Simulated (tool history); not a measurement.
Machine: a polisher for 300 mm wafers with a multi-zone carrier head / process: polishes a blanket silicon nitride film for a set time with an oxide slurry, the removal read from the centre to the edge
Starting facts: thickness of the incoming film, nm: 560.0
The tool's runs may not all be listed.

run    day  flow of slurry (ml/min)  pressure of the head's centre zone  pressure of the head's middle zone  pressure of the head's edge zone  abrasive content of the slurry  polishing time (s)  film removed at the wafer's centre (Å)  film removed at mid-radius (Å)  film removed at the wafer's edge (Å)
  1      0                      295                                   1                                   1                                 1                               1                  73                                   430.9                          422.54                                438.06
  2  0.112                      295                                   1                                   1                              1.07                               1                  73                                  426.61                          417.87                                451.58
  3  0.375                      295                                0.97                                   1                              1.04                             0.9                  72                                  402.88                          398.57                                431.85
  4  0.408                      290                                0.95                                1.02                              1.02                             0.8                  69                                  364.19                          376.95                                391.36
  5  0.521                      290                                0.95                                1.11                              1.02                             0.8                  69                                   365.3                          397.39                                391.19
  6  0.825                      290                                0.95                                1.11                              1.02                             0.9                  69                                  375.59                          421.28                                413.68
  7  0.938                      285                                0.93                                1.09                              1.01                             0.8                  68                                  349.68                          394.05                                391.34
  8  1.104                      285                                0.92                                1.08                                 1                            0.75                  67                                   338.2                          378.86                                372.03
  9  1.267                      285                                0.92                                1.08                                 1                            0.75                  67                                   340.2                          377.49                                383.72

Run 10 has not been measured yet. What should we expect?
 10  1.462                      285                                0.92                                1.09                                 1                             0.7                  65                                       ?                               ?                                     ?

{"run 10": {"film removed at the wafer's centre (Å)": 325.12, "film removed at mid-radius (Å)": 361.25, "film removed at the wafer's edge (Å)": 357.55}}
